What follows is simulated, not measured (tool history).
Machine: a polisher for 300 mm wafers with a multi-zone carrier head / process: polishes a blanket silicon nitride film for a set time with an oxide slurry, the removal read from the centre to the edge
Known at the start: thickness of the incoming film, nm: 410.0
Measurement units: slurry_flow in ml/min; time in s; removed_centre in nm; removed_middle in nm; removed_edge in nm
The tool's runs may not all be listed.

run 1 hour=0.0 | slurry_flow=245 centre_zone=1.00 middle_zone=1.00 edge_zone=1.00 slurry_solids=1.00 time=43 | removed_centre=35.986 removed_middle=35.680 removed_edge=35.521
run 2 hour=8.9 | slurry_flow=265 centre_zone=1.05 middle_zone=1.04 edge_zone=1.02 slurry_solids=1.00 time=43 | removed_centre=37.987 removed_middle=37.311 removed_edge=36.459
run 3 hour=12.8 | slurry_flow=265 centre_zone=1.12 middle_zone=1.04 edge_zone=1.02 slurry_solids=1.00 time=43 | removed_centre=40.594 removed_middle=37.634 removed_edge=36.234
run 4 hour=14.0 | slurry_flow=285 centre_zone=1.14 middle_zone=1.06 edge_zone=1.02 slurry_solids=1.05 time=43 | removed_centre=42.363 removed_middle=39.384 removed_edge=36.956
run 5 hour=14.9 | slurry_flow=285 centre_zone=1.14 middle_zone=1.06 edge_zone=1.02 slurry_solids=0.90 time=43 | removed_centre=38.871 removed_middle=35.963 removed_edge=34.224
run 6 hour=17.8 | slurry_flow=285 centre_zone=1.06 middle_zone=1.06 edge_zone=1.02 slurry_solids=0.90 time=43 | removed_centre=36.384 removed_middle=35.782 removed_edge=33.879
run 7 hour=19.9 | slurry_flow=295 centre_zone=1.10 middle_zone=1.07 edge_zone=1.02 slurry_solids=0.95 time=43 | removed_centre=38.775 removed_middle=37.536 removed_edge=35.489
run 8 hour=24.1 | slurry_flow=295 centre_zone=1.10 middle_zone=1.07 edge_zone=1.02 slurry_solids=0.95 time=43 | removed_centre=39.391 removed_middle=37.014 removed_edge=35.106
run 9 hour=30.5 | slurry_flow=300 centre_zone=1.12 middle_zone=1.10 edge_zone=1.03 slurry_solids=1.00 time=43 | removed_centre=40.976 removed_middle=39.600 removed_edge=36.506
run 10 hour=31.5 | slurry_flow=310 centre_zone=1.14 middle_zone=1.11 edge_zone=1.03 slurry_solids=1.05 time=43 | removed_centre=42.935 removed_middle=40.972 removed_edge=37.590
run 11 hour=36.5 | slurry_flow=320 centre_zone=1.15 middle_zone=1.12 edge_zone=1.03 slurry_solids=1.05 time=43 | removed_centre=43.392 removed_middle=41.922 removed_edge=38.418
run 12 hour=42.4 | slurry_flow=325 centre_zone=1.16 middle_zone=1.12 edge_zone=1.01 slurry_solids=1.05 time=43 | removed_centre=44.234 removed_middle=41.946 removed_edge=37.247

Run 13 is up next; what results do you expect?
run 13 hour=48.9 | slurry_flow=335 centre_zone=1.17 middle_zone=1.12 edge_zone=1.01 slurry_solids=1.05 time=43 | removed_centre=? removed_middle=? removed_edge=?

Run 13 gave removed_centre 43.868 nm, removed_middle 42.289 nm, removed_edge 37.622 nm.

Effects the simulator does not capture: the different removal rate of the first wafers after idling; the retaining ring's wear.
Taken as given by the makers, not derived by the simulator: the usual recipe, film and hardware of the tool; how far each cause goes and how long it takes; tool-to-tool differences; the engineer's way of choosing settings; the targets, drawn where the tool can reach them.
